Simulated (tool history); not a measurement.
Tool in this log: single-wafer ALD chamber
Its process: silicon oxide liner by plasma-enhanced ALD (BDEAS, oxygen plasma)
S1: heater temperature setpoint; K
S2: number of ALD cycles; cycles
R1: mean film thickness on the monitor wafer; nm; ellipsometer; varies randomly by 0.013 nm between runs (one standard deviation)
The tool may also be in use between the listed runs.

run 1 hour=0.0 | S1=588.15 S2=39 | R1=3.7501
run 2 hour=3.3 | S1=583.15 S2=39 | R1=3.7938
run 3 hour=9.6 | S1=583.15 S2=41 | R1=3.9798
run 4 hour=12.4 | S1=582.15 S2=42 | R1=4.0684
run 5 hour=19.7 | S1=591.15 S2=42 | R1=4.0151
run 6 hour=21.2 | S1=590.15 S2=43 | R1=4.1488

What will run 7 give?
run 7 hour=23.6 | S1=590.15 S2=44 | R1=?

R1: 4.1984 nm
